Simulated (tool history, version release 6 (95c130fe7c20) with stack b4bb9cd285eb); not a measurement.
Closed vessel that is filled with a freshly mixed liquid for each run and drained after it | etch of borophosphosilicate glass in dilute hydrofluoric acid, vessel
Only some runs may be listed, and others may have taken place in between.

| run | hour | temperature setpoint of the liquid (°C) | parts of water to one part of 49 % hydrofluoric acid (parts by volume) | time in the liquid (s) | thickness taken off the borophosphosilicate glass on a monitor wafer (Å) |
|---|---|---|---|---|---|
| 1 | 0.0 | 20.0 | 230 | 515 | 688.98 |
| 2 | 7.1 | 22.5 | 205 | 515 | 847.19 |
| 3 | 12.6 | 24.0 | 185 | 515 | 1020.10 |
| 4 | 16.9 | 25.0 | 175 | 515 | 1128.50 |
| 5 | 17.7 | 26.0 | 170 | 515 | 1209.00 |
| 6 | 26.3 | 26.0 | 215 | 515 | 919.10 |
| 7 | 32.1 | 26.5 | 195 | 515 | 1050.50 |
| 8 | 32.7 | 27.0 | 180 | 515 | 1189.80 |

What does the tool deliver on the next run?
| 9 | 41.1 | 27.5 | 175 | 515 | ? |

Run 9 came out at thickness taken off the borophosphosilicate glass on a monitor wafer (Å) 1235.30.
